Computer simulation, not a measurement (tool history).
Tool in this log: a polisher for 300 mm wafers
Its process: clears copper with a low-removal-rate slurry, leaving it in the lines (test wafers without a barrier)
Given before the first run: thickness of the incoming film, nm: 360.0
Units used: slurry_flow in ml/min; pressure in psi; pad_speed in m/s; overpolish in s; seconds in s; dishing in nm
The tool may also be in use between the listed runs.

| run | hour | slurry_flow | pressure | pad_speed | slurry_solids | overpolish | seconds | dishing |
|---|---|---|---|---|---|---|---|---|
| 1 | 0.0 | 195 | 3.4 | 1.36 | 1.0 | 22 | 64.679 | 68.847 |
| 2 | 4.0 | 190 | 3.2 | 1.36 | 1.0 | 22 | 68.604 | 69.961 |
| 3 | 6.3 | 190 | 3.1 | 1.36 | 1.0 | 21 | 70.694 | 64.806 |
| 4 | 7.4 | 190 | 3.0 | 1.36 | 1.0 | 21 | 72.159 | 62.327 |
| 5 | 11.1 | 190 | 2.9 | 1.36 | 1.0 | 21 | 74.083 | 61.526 |
|  | 15.8 | slurry blender recalibrated |
| 6 | 15.8 | 190 | 3.6 | 1.36 | 1.0 | 21 | 59.207 | 74.313 |
| 7 | 19.6 | 170 | 2.6 | 1.34 | 1.0 | 20 | 77.710 | 57.086 |

What does the tool deliver on the next run?
| 8 | 21.1 | 180 | 2.6 | 1.34 | 1.0 | 20 | ? | ? |

seconds: 76.000 s
dishing: 57.237 nm

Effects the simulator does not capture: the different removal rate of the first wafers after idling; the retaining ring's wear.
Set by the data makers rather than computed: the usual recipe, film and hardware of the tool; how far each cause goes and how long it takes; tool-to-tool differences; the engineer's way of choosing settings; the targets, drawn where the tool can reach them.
